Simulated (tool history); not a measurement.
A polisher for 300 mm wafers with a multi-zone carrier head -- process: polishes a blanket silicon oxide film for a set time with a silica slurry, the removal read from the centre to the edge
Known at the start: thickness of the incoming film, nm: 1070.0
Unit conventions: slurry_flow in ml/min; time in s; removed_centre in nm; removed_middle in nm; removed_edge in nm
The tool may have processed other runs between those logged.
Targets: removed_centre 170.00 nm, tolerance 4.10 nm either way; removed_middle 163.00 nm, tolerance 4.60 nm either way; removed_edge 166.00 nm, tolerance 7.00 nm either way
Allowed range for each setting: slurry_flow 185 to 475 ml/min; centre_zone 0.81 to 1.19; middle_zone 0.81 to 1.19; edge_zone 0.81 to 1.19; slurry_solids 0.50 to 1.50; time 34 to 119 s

{"run": 1, "hour": 0.0, "slurry_flow": 305, "centre_zone": 1.0, "middle_zone": 1.0, "edge_zone": 1.0, "slurry_solids": 1.0, "time": 76, "removed_centre": 188.4, "removed_middle": 195.8, "removed_edge": 189.48}
{"run": 2, "hour": 6.1, "slurry_flow": 300, "centre_zone": 0.99, "middle_zone": 0.97, "edge_zone": 0.97, "slurry_solids": 1.0, "time": 76, "removed_centre": 189.28, "removed_middle": 190.1, "removed_edge": 182.12}
{"run": 3, "hour": 13.9, "slurry_flow": 295, "centre_zone": 0.97, "middle_zone": 0.95, "edge_zone": 0.97, "slurry_solids": 1.0, "time": 76, "removed_centre": 183.9, "removed_middle": 187.63, "removed_edge": 186.13}
{"run": 4, "hour": 21.3, "slurry_flow": 290, "centre_zone": 0.96, "middle_zone": 0.93, "edge_zone": 0.95, "slurry_solids": 1.0, "time": 76, "removed_centre": 182.1, "removed_middle": 182.37, "removed_edge": 182.02}
{"run": 5, "hour": 27.6, "slurry_flow": 290, "centre_zone": 1.02, "middle_zone": 0.93, "edge_zone": 0.95, "slurry_solids": 1.0, "time": 76, "removed_centre": 190.86, "removed_middle": 183.77, "removed_edge": 182.68}
{"run": 6, "hour": 30.8, "slurry_flow": 285, "centre_zone": 1.0, "middle_zone": 0.91, "edge_zone": 0.93, "slurry_solids": 1.0, "time": 76, "removed_centre": 190.04, "removed_middle": 177.15, "removed_edge": 181.58}
{"run": 7, "hour": 38.3, "slurry_flow": 280, "centre_zone": 0.98, "middle_zone": 0.91, "edge_zone": 0.91, "slurry_solids": 1.0, "time": 76, "removed_centre": 185.6, "removed_middle": 179.92, "removed_edge": 175.25}
{"run": 8, "hour": 39.2, "slurry_flow": 275, "centre_zone": 0.97, "middle_zone": 0.9, "edge_zone": 0.9, "slurry_solids": 1.0, "time": 76, "removed_centre": 181.95, "removed_middle": 174.7, "removed_edge": 174.99}
{"hour": 44.2, "done": "worn pad replaced by a new one"}
{"run": 9, "hour": 44.2, "slurry_flow": 265, "centre_zone": 0.96, "middle_zone": 0.89, "edge_zone": 0.89, "slurry_solids": 1.0, "time": 76, "removed_centre": 194.11, "removed_middle": 186.57, "removed_edge": 188.74}
{"run": 10, "hour": 48.4, "slurry_flow": 290, "centre_zone": 0.96, "middle_zone": 0.89, "edge_zone": 0.9, "slurry_solids": 1.0, "time": 76, "removed_centre": 195.56, "removed_middle": 187.03, "removed_edge": 188.79}
{"run": 11, "hour": 49.7, "slurry_flow": 325, "centre_zone": 0.91, "middle_zone": 0.83, "edge_zone": 0.83, "slurry_solids": 0.75, "time": 75, "removed_centre": 158.04, "removed_middle": 147.83, "removed_edge": 153.95}
{"run": 12, "hour": 52.6, "slurry_flow": 325, "centre_zone": 0.91, "middle_zone": 0.84, "edge_zone": 0.84, "slurry_solids": 0.75, "time": 75, "removed_centre": 155.15, "removed_middle": 151.24, "removed_edge": 154.49}
{"run": 13, "hour": 58.7, "slurry_flow": 325, "centre_zone": 0.92, "middle_zone": 0.84, "edge_zone": 0.85, "slurry_solids": 0.75, "time": 75, "removed_centre": 158.28, "removed_middle": 148.72, "removed_edge": 155.1}
{"run": 14, "hour": 63.4, "slurry_flow": 325, "centre_zone": 0.92, "middle_zone": 0.85, "edge_zone": 0.85, "slurry_solids": 0.75, "time": 75, "removed_centre": 157.23, "removed_middle": 151.63, "removed_edge": 156.08}
{"run": 15, "hour": 68.8, "slurry_flow": 325, "centre_zone": 0.93, "middle_zone": 0.85, "edge_zone": 0.86, "slurry_solids": 0.75, "time": 75, "removed_centre": 159.21, "removed_middle": 149.7, "removed_edge": 154.31}
{"run": 16, "hour": 76.5, "slurry_flow": 320, "centre_zone": 0.93, "middle_zone": 0.86, "edge_zone": 0.87, "slurry_solids": 0.8, "time": 75, "removed_centre": 165.57, "removed_middle": 159.46, "removed_edge": 161.27}
{"run": 17, "hour": 77.8, "slurry_flow": 325, "centre_zone": 0.93, "middle_zone": 0.86, "edge_zone": 0.87, "slurry_solids": 0.8, "time": 75, "removed_centre": 165.48, "removed_middle": 159.26, "removed_edge": 158.02}
{"run": 18, "hour": 85.5, "slurry_flow": 320, "centre_zone": 0.93, "middle_zone": 0.86, "edge_zone": 0.87, "slurry_solids": 0.8, "time": 75, "removed_centre": 165.73, "removed_middle": 160.39, "removed_edge": 165.91}
{"run": 19, "hour": 86.5, "slurry_flow": 325, "centre_zone": 0.93, "middle_zone": 0.86, "edge_zone": 0.87, "slurry_solids": 0.8, "time": 75, "removed_centre": 164.84, "removed_middle": 159.99, "removed_edge": 162.9}

4 candidate next runs follow, results not yet known. Just one meets every target within its allowed miss. Identify it.
{"run": "A", "hour": 87.5, "slurry_flow": 250, "centre_zone": 0.87, "middle_zone": 0.82, "edge_zone": 0.9, "slurry_solids": 0.75, "time": 82, "removed_centre": "?", "removed_middle": "?", "removed_edge": "?"}
{"run": "B", "hour": 87.5, "slurry_flow": 475, "centre_zone": 0.94, "middle_zone": 0.9, "edge_zone": 0.83, "slurry_solids": 1.15, "time": 63, "removed_centre": "?", "removed_middle": "?", "removed_edge": "?"}
{"run": "C", "hour": 87.5, "slurry_flow": 320, "centre_zone": 0.92, "middle_zone": 0.85, "edge_zone": 0.85, "slurry_solids": 0.9, "time": 72, "removed_centre": "?", "removed_middle": "?", "removed_edge": "?"}
{"run": "D", "hour": 87.5, "slurry_flow": 300, "centre_zone": 1.03, "middle_zone": 0.95, "edge_zone": 0.87, "slurry_solids": 0.85, "time": 69, "removed_centre": "?", "removed_middle": "?", "removed_edge": "?"}

move=A removed_centre=159.08 removed_middle=156.94 removed_edge=168.25
move=B removed_centre=174.46 removed_middle=173.77 removed_edge=164.51
move=C removed_centre=167.32 removed_middle=162.23 removed_edge=163.77
move=D removed_centre=168.97 removed_middle=163.91 removed_edge=152.51
A: its largest miss is bigger than the last run's
B: carries the result that was furthest off beyond its target, to the other side
C: hits every target within its allowed miss
D: the furthest-off result lands on target, but another misses its tolerance
Go with C: it meets all targets.
